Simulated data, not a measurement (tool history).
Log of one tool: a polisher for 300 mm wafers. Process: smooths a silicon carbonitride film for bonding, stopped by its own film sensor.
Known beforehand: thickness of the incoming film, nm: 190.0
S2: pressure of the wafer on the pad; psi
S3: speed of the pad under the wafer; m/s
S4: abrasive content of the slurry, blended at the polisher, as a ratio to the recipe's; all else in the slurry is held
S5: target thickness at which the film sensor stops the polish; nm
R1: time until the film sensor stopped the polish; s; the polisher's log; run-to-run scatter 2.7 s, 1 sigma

run 1 day=0.000 | flow_of_slurry_(ml/min)=175 S2=2.4 S3=1.12 S4=1.0 S5=167 | R1=88.243
run 2 day=0.071 | flow_of_slurry_(ml/min)=175 S2=2.3 S3=1.10 S4=1.0 S5=167 | R1=93.413
run 3 day=0.183 | flow_of_slurry_(ml/min)=175 S2=2.3 S3=1.34 S4=1.0 S5=167 | R1=78.802
run 4 day=0.375 | flow_of_slurry_(ml/min)=175 S2=1.9 S3=1.34 S4=1.0 S5=167 | R1=95.730
run 5 day=0.562 | flow_of_slurry_(ml/min)=175 S2=1.5 S3=1.34 S4=1.0 S5=167 | R1=121.070
run 6 day=0.742 | flow_of_slurry_(ml/min)=175 S2=1.5 S3=1.32 S4=1.0 S5=167 | R1=122.170
run 7 day=1.000 | flow_of_slurry_(ml/min)=175 S2=1.5 S3=1.30 S4=1.0 S5=167 | R1=119.650
run 8 day=1.267 | flow_of_slurry_(ml/min)=175 S2=1.5 S3=1.28 S4=1.0 S5=167 | R1=122.210
run 9 day=1.371 | flow_of_slurry_(ml/min)=175 S2=1.5 S3=1.26 S4=1.0 S5=167 | R1=123.010
run 10 day=1.675 | flow_of_slurry_(ml/min)=175 S2=1.5 S3=1.24 S4=1.0 S5=167 | R1=125.460

Run 11 comes next. What will it give?
run 11 day=2.042 | flow_of_slurry_(ml/min)=175 S2=1.5 S3=1.22 S4=1.0 S5=167 | R1=?

{"run 11": {"R1": 127.67}}
